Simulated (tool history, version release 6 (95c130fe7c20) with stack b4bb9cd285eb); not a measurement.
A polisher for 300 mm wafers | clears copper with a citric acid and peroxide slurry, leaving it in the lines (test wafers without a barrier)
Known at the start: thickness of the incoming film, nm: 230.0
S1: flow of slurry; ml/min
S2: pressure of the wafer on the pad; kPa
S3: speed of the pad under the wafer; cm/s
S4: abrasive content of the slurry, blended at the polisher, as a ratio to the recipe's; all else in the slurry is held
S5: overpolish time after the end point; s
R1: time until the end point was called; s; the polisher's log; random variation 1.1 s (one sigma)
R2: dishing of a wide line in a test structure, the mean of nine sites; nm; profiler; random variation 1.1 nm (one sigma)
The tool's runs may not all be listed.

run,hour,S1,S2,S3,S4,S5,R1,R2
1,0,165,17.9,140,1,22,94.499,42.341
2,2.9,165,17.9,162,1,22,82.877,45.985
3,9.2,165,17.9,162,1,30,81.166,63.179
4,17.1,185,17.9,162,1,30,79.755,63.141
5,21.2,180,17.2,162,1,31,83.761,59.39
6,28.8,200,17.2,162,1,31,82.573,61.397

Run 7 comes next. What will it give?
7,29.4,170,12.4,160,1,37,?,?

Run 7 gave R1 118.51 s, R2 53.492 nm.
